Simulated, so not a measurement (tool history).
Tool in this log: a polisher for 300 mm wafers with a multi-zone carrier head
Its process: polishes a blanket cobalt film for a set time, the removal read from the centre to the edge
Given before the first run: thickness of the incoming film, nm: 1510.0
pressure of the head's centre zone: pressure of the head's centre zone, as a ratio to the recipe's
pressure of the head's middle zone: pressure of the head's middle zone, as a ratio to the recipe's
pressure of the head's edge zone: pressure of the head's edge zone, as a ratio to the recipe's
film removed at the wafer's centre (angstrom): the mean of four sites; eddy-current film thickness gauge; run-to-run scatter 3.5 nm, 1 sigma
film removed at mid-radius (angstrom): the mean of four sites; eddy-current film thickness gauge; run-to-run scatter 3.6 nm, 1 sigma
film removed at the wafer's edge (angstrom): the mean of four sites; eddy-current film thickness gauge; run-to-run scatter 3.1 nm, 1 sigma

run	hour	flow of slurry (ml/min)	pressure of the head's centre zone	pressure of the head's middle zone	pressure of the head's edge zone	polishing time (s)	film removed at the wafer's centre (angstrom)	film removed at mid-radius (angstrom)	film removed at the wafer's edge (angstrom)
1	0.0	150	1.00	1.00	1.00	68	2943.3	2931.0	2969.1
2	4.6	160	0.99	1.01	1.03	69	2978.8	3031.9	3049.6
3	7.5	165	0.98	1.02	1.05	70	3065.0	3085.9	3125.8
4	15.3	165	0.96	1.03	1.06	71	3051.9	3240.7	3200.3
5	18.9	170	0.95	1.03	1.08	71	3085.8	3175.3	3256.8
6	23.4	190	0.95	1.03	1.08	71	3127.2	3233.2	3291.6
7	24.8	190	0.94	1.04	1.09	71	3081.0	3310.7	3332.4
8	32.2	195	0.93	1.04	1.10	71	3055.7	3293.8	3348.7

What will run 9 give?
9	37.0	195	0.93	1.04	1.10	71	?	?	?

{"run 9": {"film removed at the wafer's centre (angstrom)": 3099.6, "film removed at mid-radius (angstrom)": 3292.7, "film removed at the wafer's edge (angstrom)": 3381.5}}

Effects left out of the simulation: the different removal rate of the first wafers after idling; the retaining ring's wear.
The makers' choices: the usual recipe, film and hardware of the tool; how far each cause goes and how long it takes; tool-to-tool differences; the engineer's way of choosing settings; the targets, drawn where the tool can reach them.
